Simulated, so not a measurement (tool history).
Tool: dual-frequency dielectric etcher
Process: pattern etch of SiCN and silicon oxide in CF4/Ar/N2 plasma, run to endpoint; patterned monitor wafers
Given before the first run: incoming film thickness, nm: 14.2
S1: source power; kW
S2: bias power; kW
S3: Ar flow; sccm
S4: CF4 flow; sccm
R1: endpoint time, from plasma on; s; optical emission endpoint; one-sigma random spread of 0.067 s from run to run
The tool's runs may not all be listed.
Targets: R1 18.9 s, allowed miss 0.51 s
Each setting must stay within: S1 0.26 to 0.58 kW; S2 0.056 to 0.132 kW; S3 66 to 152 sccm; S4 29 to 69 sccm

| run | hour | S1 | S2 | S3 | S4 | R1 |
|---|---|---|---|---|---|---|
| 1 | 0 | 0.42 | 0.094 | 109 | 49 | 16.22 |
| 2 | 5.3 | 0.48 | 0.094 | 109 | 49 | 14.641 |
| 3 | 13.7 | 0.48 | 0.094 | 109 | 45 | 14.86 |
| 4 | 18.2 | 0.52 | 0.094 | 109 | 45 | 13.832 |
| 5 | 24.9 | 0.5 | 0.093 | 109 | 45 | 14.409 |
| 6 | 29.5 | 0.56 | 0.093 | 109 | 45 | 13.137 |
| 7 | 37.3 | 0.54 | 0.092 | 109 | 45 | 13.495 |
| 8 | 43.8 | 0.52 | 0.091 | 109 | 45 | 14.023 |
| 9 | 48.4 | 0.44 | 0.084 | 111 | 44 | 16.65 |
| 10 | 48.9 | 0.43 | 0.084 | 111 | 44 | 16.959 |
| 11 | 50.2 | 0.37 | 0.082 | 112 | 44 | 19.297 |

Exercise: of the 4 proposed moves below, exactly one satisfies all targets within the stated allowed misses. Which move is it?
| A | 51.5 | 0.37 | 0.082 | 124 | 42 | ? |
| B | 51.5 | 0.37 | 0.071 | 103 | 45 | ? |
| C | 51.5 | 0.37 | 0.096 | 107 | 38 | ? |
| D | 51.5 | 0.38 | 0.076 | 113 | 40 | ? |

| move | R1 |
|---|---|
| A | 20.003 |
| B | 19.903 |
| C | 19.072 |
| D | 19.889 |
A: the biggest miss grows against the last run
B: the biggest miss grows against the last run
C: all results in spec
D: the biggest miss grows against the last run
So the answer is move C, the one that meets all the targets.

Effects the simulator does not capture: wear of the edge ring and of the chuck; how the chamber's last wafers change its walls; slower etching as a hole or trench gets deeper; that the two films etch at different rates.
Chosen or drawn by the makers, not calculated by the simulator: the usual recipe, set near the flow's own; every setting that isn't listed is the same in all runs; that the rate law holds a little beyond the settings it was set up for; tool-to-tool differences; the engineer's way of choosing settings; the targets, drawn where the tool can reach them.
